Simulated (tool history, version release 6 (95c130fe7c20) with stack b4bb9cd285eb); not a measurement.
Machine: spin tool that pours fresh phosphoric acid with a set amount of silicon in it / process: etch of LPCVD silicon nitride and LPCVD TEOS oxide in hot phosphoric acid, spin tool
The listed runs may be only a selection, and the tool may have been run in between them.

run	hour	temperature setpoint of the liquid (C)	silicon dissolved in the acid as it is poured (mg a litre)	time under the liquid (s)	thickness taken off the LPCVD silicon nitride on a monitor wafer (angstrom)	thickness taken off the LPCVD TEOS oxide on a monitor wafer (angstrom)
1	0	161	21	70	51.68	1.1346
2	6.3	159	21	70	48.273	1.2583
3	7	157.5	21	70	45.711	0.63272
4	13	157.5	17	60	38.9	0.54856
5	21.1	157.5	13	55	35.799	0.81964
6	28.1	157.5	13	70	45.913	1.0782
7	28.8	157.5	11.5	65	42.513	1.1351
8	34.8	156.5	16	35	22.212	0.59849
9	43	157.5	18.5	35	23.025	0.52513
10	43.6	158.5	20	35	23.794	0.37709
11	51.1	159.5	17.5	35	24.299	0.45904
12	57.8	160.5	15.5	35	25.323	0.87127
13	64.4	161	18	35	25.76	0.65033
14	69.5	161	18	35	25.795	0.51357

Expected results for the next run?
15	77.9	161.5	17.5	35	?	?

Run 15 measured thickness taken off the LPCVD silicon nitride on a monitor wafer (angstrom) 26.121, thickness taken off the LPCVD TEOS oxide on a monitor wafer (angstrom) 0.56224.
